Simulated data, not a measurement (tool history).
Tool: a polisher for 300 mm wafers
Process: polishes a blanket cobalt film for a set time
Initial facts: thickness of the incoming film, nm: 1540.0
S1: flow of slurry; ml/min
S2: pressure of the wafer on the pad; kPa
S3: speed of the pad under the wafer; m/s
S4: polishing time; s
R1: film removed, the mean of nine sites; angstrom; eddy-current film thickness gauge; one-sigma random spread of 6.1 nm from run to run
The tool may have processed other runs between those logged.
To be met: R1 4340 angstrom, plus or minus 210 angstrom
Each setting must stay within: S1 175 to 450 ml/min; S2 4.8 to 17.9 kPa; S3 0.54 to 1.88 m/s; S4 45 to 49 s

run 1 hour=0 | S1=290 S2=11 S3=1.2 S4=49 | R1=2408.2
run 2 hour=8.7 | S1=240 S2=11 S3=1.2 S4=49 | R1=2384.2
run 3 hour=12.3 | S1=240 S2=12.4 S3=1.2 S4=49 | R1=2668.1
run 4 hour=15.5 | S1=240 S2=12.4 S3=1.2 S4=49 | R1=2570.4
run 5 hour=20.8 | S1=240 S2=15.2 S3=1.2 S4=49 | R1=3136.3
-- hour=22.6 slurry nozzle cleaned
run 6 hour=22.6 | S1=240 S2=15.2 S3=1.1 S4=49 | R1=3272
run 7 hour=25.6 | S1=245 S2=15.9 S3=1.14 S4=49 | R1=3410.3
run 8 hour=31.9 | S1=245 S2=16.5 S3=1.16 S4=49 | R1=3621.9
run 9 hour=39.9 | S1=245 S2=17.9 S3=1.26 S4=49 | R1=4125.1

5 next moves are on the table. One of them brings every result within its allowed miss. Which?
run A hour=47.9 | S1=330 S2=17.9 S3=1.44 S4=46 | R1=?
run B hour=47.9 | S1=190 S2=17.2 S3=1.34 S4=47 | R1=?
run C hour=47.9 | S1=250 S2=15.9 S3=1.46 S4=46 | R1=?
run D hour=47.9 | S1=235 S2=17.2 S3=1.16 S4=49 | R1=?
run E hour=47.9 | S1=225 S2=17.2 S3=1.36 S4=45 | R1=?

move=A R1=4365
move=B R1=3826.7
move=C R1=3824
move=D R1=3729.2
move=E R1=3794.5
A: hits every target within its allowed miss
B: moves away from the targets compared with the last run
C: moves away from the targets compared with the last run
D: moves away from the targets compared with the last run
E: moves away from the targets compared with the last run
Go with A: it meets all targets.
